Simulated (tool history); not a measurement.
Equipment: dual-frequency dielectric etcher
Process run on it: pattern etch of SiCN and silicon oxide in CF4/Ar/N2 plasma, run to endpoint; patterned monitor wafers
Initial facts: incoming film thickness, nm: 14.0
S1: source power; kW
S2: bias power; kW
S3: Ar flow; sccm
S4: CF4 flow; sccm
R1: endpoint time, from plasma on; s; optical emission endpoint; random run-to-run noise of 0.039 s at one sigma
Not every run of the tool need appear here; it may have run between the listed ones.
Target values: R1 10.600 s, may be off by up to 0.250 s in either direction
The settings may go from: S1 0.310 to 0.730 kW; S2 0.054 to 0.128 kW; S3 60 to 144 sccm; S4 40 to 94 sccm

run  hour     S1     S2   S3  S4      R1
  1   0.0  0.520  0.091  102  67  14.257
  2   8.3  0.520  0.091  102  77  14.065
  3  14.2  0.570  0.091  102  77  13.189
  4  16.2  0.570  0.091   93  77  12.893
  5  18.8  0.590  0.091   93  77  12.603
  6  20.7  0.590  0.091   93  67  12.789
  7  27.3  0.610  0.091   93  67  12.573
  8  28.1  0.620  0.092   93  67  12.275
  9  30.0  0.630  0.092   93  67  12.215
 10  34.6  0.640  0.093   93  67  12.021
 11  42.3  0.650  0.094   93  67  11.766
 12  51.3  0.660  0.094   93  67  11.638
 13  52.5  0.670  0.094   93  67  11.542
 14  54.5  0.680  0.095   93  67  11.378

5 candidate next runs follow, results not yet known. Just one meets every target within its allowed miss. Identify it.
  A  56.5  0.720  0.104   92  64   ?
  B  56.5  0.630  0.086  104  63   ?
  C  56.5  0.650  0.101  100  68   ?
  D  56.5  0.650  0.077  102  83   ?
  E  56.5  0.730  0.101   67  70   ?

move      R1
   A  10.660
   B  12.766
   C  11.665
   D  12.264
   E  10.066
A: all results in spec
B: the biggest miss grows against the last run
C: the biggest miss grows against the last run
D: the biggest miss grows against the last run
E: carries the result that was furthest off beyond its target, to the other side
The right move is A.
